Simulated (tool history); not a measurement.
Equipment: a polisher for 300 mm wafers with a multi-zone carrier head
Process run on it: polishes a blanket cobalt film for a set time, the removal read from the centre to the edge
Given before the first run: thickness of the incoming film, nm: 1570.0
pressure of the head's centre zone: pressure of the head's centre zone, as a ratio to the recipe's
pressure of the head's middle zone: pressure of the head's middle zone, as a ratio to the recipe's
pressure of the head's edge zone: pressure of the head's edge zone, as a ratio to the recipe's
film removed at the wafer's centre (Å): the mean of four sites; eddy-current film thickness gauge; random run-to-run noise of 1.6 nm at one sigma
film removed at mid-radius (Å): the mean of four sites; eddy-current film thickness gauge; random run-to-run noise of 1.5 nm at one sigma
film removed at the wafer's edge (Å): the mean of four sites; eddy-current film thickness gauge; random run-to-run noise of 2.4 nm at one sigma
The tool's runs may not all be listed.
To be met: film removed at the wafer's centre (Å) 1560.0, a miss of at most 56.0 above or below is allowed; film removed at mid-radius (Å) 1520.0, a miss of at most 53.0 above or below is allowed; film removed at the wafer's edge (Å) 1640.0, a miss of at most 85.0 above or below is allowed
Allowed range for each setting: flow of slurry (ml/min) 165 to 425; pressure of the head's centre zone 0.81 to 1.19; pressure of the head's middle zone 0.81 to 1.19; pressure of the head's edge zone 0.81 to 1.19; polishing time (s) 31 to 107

| run | hour | flow of slurry (ml/min) | pressure of the head's centre zone | pressure of the head's middle zone | pressure of the head's edge zone | polishing time (s) | film removed at the wafer's centre (Å) | film removed at mid-radius (Å) | film removed at the wafer's edge (Å) |
|---|---|---|---|---|---|---|---|---|---|
| 1 | 0.0 | 275 | 1.00 | 1.00 | 1.00 | 69 | 2994.4 | 2949.2 | 3070.8 |
| 2 | 1.3 | 275 | 0.93 | 1.00 | 1.00 | 69 | 2866.6 | 3032.2 | 3040.4 |
| 3 | 4.1 | 270 | 0.92 | 0.98 | 0.99 | 64 | 2634.7 | 2722.9 | 2819.5 |
| 4 | 6.1 | 270 | 0.92 | 0.98 | 0.91 | 64 | 2602.7 | 2733.2 | 2712.8 |
| 5 | 10.7 | 270 | 0.92 | 0.97 | 0.90 | 60 | 2472.7 | 2530.3 | 2449.6 |
| 6 | 18.4 | 270 | 0.92 | 0.97 | 0.96 | 60 | 2434.5 | 2541.2 | 2610.7 |
| 7 | 20.3 | 270 | 0.92 | 0.96 | 0.95 | 57 | 2270.2 | 2365.9 | 2475.3 |
| 8 | 25.8 | 270 | 0.92 | 0.95 | 0.93 | 54 | 2173.4 | 2249.4 | 2293.3 |
| 9 | 33.6 | 270 | 0.92 | 0.93 | 0.92 | 52 | 2106.9 | 2104.3 | 2305.9 |
| 10 | 38.3 | 270 | 0.92 | 0.93 | 0.91 | 50 | 2028.3 | 2034.2 | 2092.7 |
| 11 | 41.6 | 270 | 0.91 | 0.92 | 0.90 | 49 | 1969.8 | 1997.1 | 2045.4 |
| 12 | 48.1 | 270 | 0.91 | 0.92 | 0.90 | 49 | 1990.9 | 1976.4 | 2052.2 |
| 13 | 48.7 | 270 | 0.90 | 0.91 | 0.89 | 48 | 1881.6 | 1927.1 | 1979.3 |
| 14 | 56.4 | 270 | 0.90 | 0.90 | 0.88 | 47 | 1893.4 | 1867.1 | 1954.2 |
| 15 | 61.8 | 270 | 0.89 | 0.89 | 0.87 | 46 | 1836.0 | 1788.7 | 1939.3 |
| 16 | 62.4 | 260 | 0.88 | 0.89 | 0.82 | 34 | 1338.8 | 1318.1 | 1369.3 |
| 17 | 70.8 | 275 | 0.88 | 0.89 | 0.83 | 34 | 1322.1 | 1350.9 | 1411.5 |

Which one of the following 5 next-run settings gets every result inside its allowed miss? There is exactly one.
| A | 79.2 | 205 | 0.90 | 0.94 | 0.89 | 37 | ? | ? | ? |
| B | 79.2 | 255 | 0.92 | 0.89 | 0.86 | 39 | ? | ? | ? |
| C | 79.2 | 325 | 0.81 | 0.92 | 0.84 | 40 | ? | ? | ? |
| D | 79.2 | 165 | 1.17 | 0.88 | 0.81 | 33 | ? | ? | ? |
| E | 79.2 | 345 | 0.84 | 1.19 | 0.85 | 31 | ? | ? | ? |

| move | film removed at the wafer's centre (Å) | film removed at mid-radius (Å) | film removed at the wafer's edge (Å) |
|---|---|---|---|
| A | 1438.7 | 1495.2 | 1566.1 |
| B | 1576.7 | 1542.0 | 1655.5 |
| C | 1498.0 | 1654.8 | 1708.1 |
| D | 1544.8 | 1239.7 | 1329.1 |
| E | 1201.6 | 1576.5 | 1329.6 |
A: moves toward the targets from the last run without getting all of them in spec
B: all results land within tolerance of their targets
C: moves toward the targets from the last run without getting all of them in spec
D: meets the target for the result that was furthest off, but another lies outside its allowed miss
E: lands further from the targets than the last run did
Correct choice: B, which meets every target

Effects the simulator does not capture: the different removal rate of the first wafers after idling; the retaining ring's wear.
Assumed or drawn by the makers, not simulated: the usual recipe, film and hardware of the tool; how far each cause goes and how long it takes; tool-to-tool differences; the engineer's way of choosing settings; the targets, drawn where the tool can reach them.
